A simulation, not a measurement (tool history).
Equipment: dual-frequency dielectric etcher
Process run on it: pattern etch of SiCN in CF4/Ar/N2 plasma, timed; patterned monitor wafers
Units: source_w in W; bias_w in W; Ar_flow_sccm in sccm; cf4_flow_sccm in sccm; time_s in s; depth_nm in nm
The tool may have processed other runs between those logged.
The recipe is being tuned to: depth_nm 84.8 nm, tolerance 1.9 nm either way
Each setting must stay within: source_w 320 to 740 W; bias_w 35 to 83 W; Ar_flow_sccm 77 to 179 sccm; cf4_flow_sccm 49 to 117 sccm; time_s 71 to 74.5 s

| run | day | source_w | bias_w | Ar_flow_sccm | cf4_flow_sccm | time_s | depth_nm |
|---|---|---|---|---|---|---|---|
| 1 | 0 | 530 | 59 | 128 | 83 | 71 | 65.347 |
| 2 | 0.15 | 560 | 59 | 128 | 83 | 71 | 66.782 |
| 3 | 0.408 | 560 | 59 | 128 | 83 | 74.5 | 71.102 |
| 4 | 0.775 | 560 | 66 | 128 | 83 | 74.5 | 72.452 |
| 5 | 0.8 | 580 | 66 | 127 | 83 | 74.5 | 74.435 |
| 6 | 0.862 | 540 | 66 | 127 | 83 | 74.5 | 71.069 |
| 7 | 1.092 | 640 | 68 | 126 | 83 | 74.5 | 79.972 |
| 8 | 1.196 | 650 | 68 | 126 | 83 | 74.5 | 81.078 |
| 9 | 1.404 | 660 | 68 | 126 | 83 | 74.5 | 81.759 |
| 10 | 1.762 | 670 | 68 | 126 | 83 | 74.5 | 82.894 |

Below are 4 possible settings for the next run. Only one of them brings all results inside the allowed miss of their targets. Which is it?
| A | 2.121 | 650 | 73 | 115 | 95 | 71.5 | ? |
| B | 2.121 | 650 | 60 | 121 | 109 | 73 | ? |
| C | 2.121 | 740 | 72 | 133 | 89 | 73.5 | ? |
| D | 2.121 | 690 | 74 | 120 | 80 | 73 | ? |

| move | depth_nm |
|---|---|
| A | 81.282 |
| B | 79.687 |
| C | 87.859 |
| D | 84.092 |
A: further off than the last run
B: further off than the last run
C: takes the result that was furthest off past its target
D: all results in spec
The move that meets every target is D.
